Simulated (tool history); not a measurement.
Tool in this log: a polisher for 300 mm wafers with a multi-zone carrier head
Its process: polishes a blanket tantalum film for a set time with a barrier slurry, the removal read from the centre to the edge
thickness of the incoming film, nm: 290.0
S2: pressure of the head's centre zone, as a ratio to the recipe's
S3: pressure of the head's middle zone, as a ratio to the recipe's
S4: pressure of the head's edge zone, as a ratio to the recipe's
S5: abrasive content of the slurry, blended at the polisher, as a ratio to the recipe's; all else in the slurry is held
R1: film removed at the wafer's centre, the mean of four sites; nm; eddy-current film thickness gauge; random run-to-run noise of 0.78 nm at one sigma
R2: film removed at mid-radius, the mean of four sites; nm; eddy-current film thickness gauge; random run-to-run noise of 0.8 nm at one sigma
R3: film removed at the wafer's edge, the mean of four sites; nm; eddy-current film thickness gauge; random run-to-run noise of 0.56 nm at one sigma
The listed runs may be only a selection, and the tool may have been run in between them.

{"run": 1, "hour": 0.0, "flow of slurry (ml/min)": 135, "S2": 1.0, "S3": 1.0, "S4": 1.0, "S5": 1.0, "polishing time (s)": 70, "R1": 60.402, "R2": 62.05, "R3": 60.478}
{"run": 2, "hour": 7.8, "flow of slurry (ml/min)": 120, "S2": 1.0, "S3": 1.0, "S4": 1.0, "S5": 1.0, "polishing time (s)": 70, "R1": 58.725, "R2": 60.181, "R3": 58.609}
{"run": 3, "hour": 13.5, "flow of slurry (ml/min)": 120, "S2": 1.0, "S3": 1.0, "S4": 0.95, "S5": 1.0, "polishing time (s)": 70, "R1": 58.555, "R2": 59.127, "R3": 57.671}
{"run": 4, "hour": 16.6, "flow of slurry (ml/min)": 120, "S2": 1.0, "S3": 1.0, "S4": 0.95, "S5": 1.1, "polishing time (s)": 70, "R1": 60.349, "R2": 62.432, "R3": 59.112}
{"run": 5, "hour": 17.9, "flow of slurry (ml/min)": 135, "S2": 1.02, "S3": 1.0, "S4": 0.96, "S5": 1.1, "polishing time (s)": 70, "R1": 63.484, "R2": 62.824, "R3": 59.675}
{"run": 6, "hour": 20.3, "flow of slurry (ml/min)": 135, "S2": 0.99, "S3": 1.0, "S4": 0.96, "S5": 1.1, "polishing time (s)": 70, "R1": 61.576, "R2": 63.191, "R3": 60.173}
{"run": 7, "hour": 24.2, "flow of slurry (ml/min)": 145, "S2": 1.01, "S3": 1.01, "S4": 0.98, "S5": 1.1, "polishing time (s)": 70, "R1": 65.198, "R2": 66.074, "R3": 61.186}
{"run": 8, "hour": 26.7, "flow of slurry (ml/min)": 155, "S2": 1.01, "S3": 1.0, "S4": 1.0, "S5": 1.1, "polishing time (s)": 70, "R1": 64.6, "R2": 65.227, "R3": 62.733}

Run 9 has not been measured yet. What should we expect?
{"run": 9, "hour": 27.4, "flow of slurry (ml/min)": 165, "S2": 1.03, "S3": 1.01, "S4": 1.01, "S5": 1.1, "polishing time (s)": 70, "R1": "?", "R2": "?", "R3": "?"}

Run 9 yielded R1 67.103 nm, R2 65.828 nm, R3 63.497 nm.

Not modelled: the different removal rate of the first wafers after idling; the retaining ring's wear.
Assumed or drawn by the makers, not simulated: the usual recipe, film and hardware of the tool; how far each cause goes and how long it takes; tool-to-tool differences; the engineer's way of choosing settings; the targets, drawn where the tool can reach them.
